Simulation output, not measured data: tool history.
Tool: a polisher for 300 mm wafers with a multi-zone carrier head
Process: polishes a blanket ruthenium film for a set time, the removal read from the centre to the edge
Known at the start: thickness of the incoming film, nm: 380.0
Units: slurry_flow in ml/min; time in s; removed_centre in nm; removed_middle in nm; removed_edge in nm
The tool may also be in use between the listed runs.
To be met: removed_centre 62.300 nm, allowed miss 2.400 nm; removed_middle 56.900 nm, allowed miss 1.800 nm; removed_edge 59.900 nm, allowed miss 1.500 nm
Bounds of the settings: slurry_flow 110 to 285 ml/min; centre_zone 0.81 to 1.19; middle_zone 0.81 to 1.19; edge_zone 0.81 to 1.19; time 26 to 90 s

Run 1, hour 0.0: slurry_flow 180 ml/min, centre_zone 1.00, middle_zone 1.00, edge_zone 1.00, time 58 s. Result: removed_centre 109.210 nm, removed_middle 107.670 nm, removed_edge 108.860 nm.
Run 2, hour 1.9: slurry_flow 170 ml/min, centre_zone 0.99, middle_zone 0.96, edge_zone 0.95, time 48 s. Result: removed_centre 90.417 nm, removed_middle 85.697 nm, removed_edge 88.254 nm.
Run 3, hour 8.3: slurry_flow 170 ml/min, centre_zone 0.99, middle_zone 0.96, edge_zone 0.95, time 42 s. Result: removed_centre 79.812 nm, removed_middle 75.816 nm, removed_edge 76.664 nm.
Run 4, hour 16.6: slurry_flow 165 ml/min, centre_zone 0.98, middle_zone 0.93, edge_zone 0.93, time 39 s. Result: removed_centre 71.731 nm, removed_middle 67.246 nm, removed_edge 69.908 nm.
Run 5, hour 24.9: slurry_flow 165 ml/min, centre_zone 0.91, middle_zone 0.93, edge_zone 0.93, time 39 s. Result: removed_centre 66.713 nm, removed_middle 67.011 nm, removed_edge 70.976 nm.
Run 6, hour 27.4: slurry_flow 160 ml/min, centre_zone 0.92, middle_zone 0.91, edge_zone 0.89, time 38 s. Result: removed_centre 64.201 nm, removed_middle 64.882 nm, removed_edge 66.749 nm.
Run 7, hour 28.8: slurry_flow 160 ml/min, centre_zone 0.92, middle_zone 0.91, edge_zone 0.89, time 38 s. Result: removed_centre 65.634 nm, removed_middle 65.459 nm, removed_edge 67.417 nm.
Run 8, hour 34.0: slurry_flow 150 ml/min, centre_zone 0.93, middle_zone 0.88, edge_zone 0.87, time 37 s. Result: removed_centre 63.835 nm, removed_middle 61.035 nm, removed_edge 64.372 nm.
Run 9, hour 41.3: slurry_flow 145 ml/min, centre_zone 0.94, middle_zone 0.87, edge_zone 0.85, time 37 s. Result: removed_centre 63.942 nm, removed_middle 60.025 nm, removed_edge 63.924 nm.

Which of these 4 next moves meets every target?
Run A, hour 48.6: slurry_flow 180 ml/min, centre_zone 1.01, middle_zone 0.97, edge_zone 0.83, time 34 s. Result: removed_centre ?, removed_middle ?, removed_edge ?.
Run B, hour 48.6: slurry_flow 155 ml/min, centre_zone 0.87, middle_zone 0.98, edge_zone 0.96, time 38 s. Result: removed_centre ?, removed_middle ?, removed_edge ?.
Run C, hour 48.6: slurry_flow 135 ml/min, centre_zone 0.90, middle_zone 0.81, edge_zone 0.93, time 38 s. Result: removed_centre ?, removed_middle ?, removed_edge ?.
Run D, hour 48.6: slurry_flow 140 ml/min, centre_zone 0.95, middle_zone 0.87, edge_zone 0.84, time 35 s. Result: removed_centre ?, removed_middle ?, removed_edge ?.

move  removed_centre  removed_middle  removed_edge
   A          66.384          62.842        58.752
   B          62.553          69.617        69.257
   C          63.378          58.411        67.526
   D          62.001          57.307        59.534
A: brings the result that was furthest off to its target, and leaves another outside
B: further off than the last run
C: further off than the last run
D: meets every target
Move D is the one to make.
